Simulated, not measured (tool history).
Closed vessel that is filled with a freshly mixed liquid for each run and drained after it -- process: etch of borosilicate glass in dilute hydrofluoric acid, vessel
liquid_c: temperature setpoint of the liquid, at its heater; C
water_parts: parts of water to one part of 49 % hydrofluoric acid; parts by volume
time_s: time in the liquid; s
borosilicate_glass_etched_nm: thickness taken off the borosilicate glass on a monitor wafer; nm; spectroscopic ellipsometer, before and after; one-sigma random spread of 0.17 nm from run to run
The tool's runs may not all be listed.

| run | hour | liquid_c | water_parts | time_s | borosilicate_glass_etched_nm |
|---|---|---|---|---|---|
| 1 | 0.0 | 24 | 135 | 35 | 7.7326 |
| 2 | 3.7 | 24 | 135 | 30 | 6.4421 |
| 3 | 7.0 | 24 | 185 | 30 | 4.5357 |
| 4 | 12.5 | 24 | 135 | 30 | 6.5054 |
| 5 | 16.4 | 24 | 155 | 30 | 5.5647 |
| 6 | 22.0 | 25 | 135 | 30 | 6.8359 |
| 7 | 29.0 | 26 | 120 | 30 | 7.9614 |
| 8 | 36.4 | 26 | 120 | 30 | 8.1468 |
| 9 | 44.5 | 27 | 110 | 30 | 9.4656 |
| 10 | 47.6 | 28 | 100 | 30 | 10.6940 |
| 11 | 48.5 | 32 | 50 | 30 | 27.2810 |

Predict the results of run 12:
| 12 | 57.3 | 31 | 50 | 30 | ? |

borosilicate_glass_etched_nm: 26.5290 nm
